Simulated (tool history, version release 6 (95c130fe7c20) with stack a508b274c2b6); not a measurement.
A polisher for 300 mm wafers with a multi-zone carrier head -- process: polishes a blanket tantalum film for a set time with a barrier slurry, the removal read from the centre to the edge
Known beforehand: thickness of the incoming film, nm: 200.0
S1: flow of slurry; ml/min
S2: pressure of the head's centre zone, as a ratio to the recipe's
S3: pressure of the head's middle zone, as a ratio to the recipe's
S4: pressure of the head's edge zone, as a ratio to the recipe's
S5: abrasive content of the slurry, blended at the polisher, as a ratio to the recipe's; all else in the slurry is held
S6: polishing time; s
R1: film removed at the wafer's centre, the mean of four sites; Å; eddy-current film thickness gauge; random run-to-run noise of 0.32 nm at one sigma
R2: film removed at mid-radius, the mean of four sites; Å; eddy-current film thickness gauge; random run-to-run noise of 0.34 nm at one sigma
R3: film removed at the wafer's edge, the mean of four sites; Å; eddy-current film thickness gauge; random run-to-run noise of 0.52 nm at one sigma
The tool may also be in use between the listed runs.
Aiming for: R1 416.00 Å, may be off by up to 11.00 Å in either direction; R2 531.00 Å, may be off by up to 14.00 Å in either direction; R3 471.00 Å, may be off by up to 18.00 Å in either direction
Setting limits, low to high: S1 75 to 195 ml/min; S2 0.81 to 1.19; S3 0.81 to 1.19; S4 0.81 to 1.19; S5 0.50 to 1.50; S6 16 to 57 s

run 1 hour=0.0 | S1=125 S2=1.00 S3=1.00 S4=1.00 S5=1.00 S6=36 | R1=691.92 R2=681.54 R3=672.85
run 2 hour=3.5 | S1=125 S2=1.00 S3=1.00 S4=1.00 S5=0.85 S6=36 | R1=651.36 R2=656.32 R3=635.23
run 3 hour=5.3 | S1=120 S2=0.97 S3=1.00 S4=0.98 S5=0.80 S6=36 | R1=611.63 R2=629.64 R3=601.51
run 4 hour=12.2 | S1=120 S2=0.97 S3=1.08 S4=0.98 S5=0.80 S6=36 | R1=609.75 R2=669.91 R3=593.04
run 5 hour=20.0 | S1=120 S2=0.97 S3=1.08 S4=0.98 S5=0.65 S6=36 | R1=584.18 R2=633.86 R3=565.87
run 6 hour=29.0 | S1=120 S2=0.97 S3=1.08 S4=0.98 S5=0.65 S6=31 | R1=495.78 R2=538.40 R3=491.16
run 7 hour=34.8 | S1=115 S2=0.96 S3=1.09 S4=0.99 S5=0.65 S6=31 | R1=486.65 R2=540.34 R3=489.67
run 8 hour=41.5 | S1=110 S2=0.95 S3=1.10 S4=1.00 S5=0.65 S6=31 | R1=466.36 R2=537.81 R3=486.00

Consider the 5 candidate settings below. Which is the only one whose results all fall within their allowed miss of target?
run A hour=48.2 | S1=110 S2=1.01 S3=1.09 S4=0.96 S5=0.55 S6=34 | R1=? R2=? R3=?
run B hour=48.2 | S1=80 S2=0.91 S3=1.17 S4=1.01 S5=0.55 S6=34 | R1=? R2=? R3=?
run C hour=48.2 | S1=110 S2=0.84 S3=1.11 S4=1.09 S5=0.65 S6=31 | R1=? R2=? R3=?
run D hour=48.2 | S1=85 S2=0.92 S3=1.02 S4=1.16 S5=0.80 S6=32 | R1=? R2=? R3=?
run E hour=48.2 | S1=130 S2=0.90 S3=1.17 S4=0.97 S5=0.65 S6=29 | R1=? R2=? R3=?

move=A R1=520.24 R2=547.69 R3=486.26
move=B R1=415.83 R2=525.57 R3=464.85
move=C R1=417.89 R2=538.41 R3=500.27
move=D R1=460.26 R2=510.03 R3=540.79
move=E R1=439.75 R2=549.32 R3=454.68
A: lands further from the targets than the last run did
B: hits every target within its allowed miss
C: puts the biggest miss on target and leaves a different result outside tolerance
D: better than the last run, though not everything is in spec
E: better than the last run, though not everything is in spec
So the answer is move B, the one that meets all the targets.

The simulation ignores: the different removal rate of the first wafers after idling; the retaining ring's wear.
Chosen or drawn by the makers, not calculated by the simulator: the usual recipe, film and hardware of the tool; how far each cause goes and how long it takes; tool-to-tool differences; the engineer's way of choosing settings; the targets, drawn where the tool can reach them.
